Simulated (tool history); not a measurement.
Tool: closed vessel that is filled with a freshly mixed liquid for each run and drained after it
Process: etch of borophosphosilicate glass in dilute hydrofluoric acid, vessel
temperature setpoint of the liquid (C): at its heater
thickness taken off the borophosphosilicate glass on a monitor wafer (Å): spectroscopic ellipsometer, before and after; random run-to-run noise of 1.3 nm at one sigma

run,hour,temperature setpoint of the liquid (C),parts of water to one part of 49 % hydrofluoric acid (parts by volume),time in the liquid (s),thickness taken off the borophosphosilicate glass on a monitor wafer (Å)
1,0,23,45,85,1054.2
2,2.4,24,45,85,1106.1
3,6,27.5,45,85,1263.7
4,7.4,27.5,35,85,1652.6
5,13.4,27.5,25,85,2338.3
6,15.9,26,25,85,2210.8
7,17.6,24.5,25,85,2094.3
8,22.5,23.5,25,85,1994.6
# hour 30.5: thermometer replaced
9,30.5,22.5,25,85,2068.4
10,34.3,22,25,85,1964.9
11,42.3,21,25,85,1912.2
12,44.4,20.5,25,85,1874.8

Predict the results of run 13:
13,45.7,20,25,85,?

Run 13 measured thickness taken off the borophosphosilicate glass on a monitor wafer (Å) 1827.3.

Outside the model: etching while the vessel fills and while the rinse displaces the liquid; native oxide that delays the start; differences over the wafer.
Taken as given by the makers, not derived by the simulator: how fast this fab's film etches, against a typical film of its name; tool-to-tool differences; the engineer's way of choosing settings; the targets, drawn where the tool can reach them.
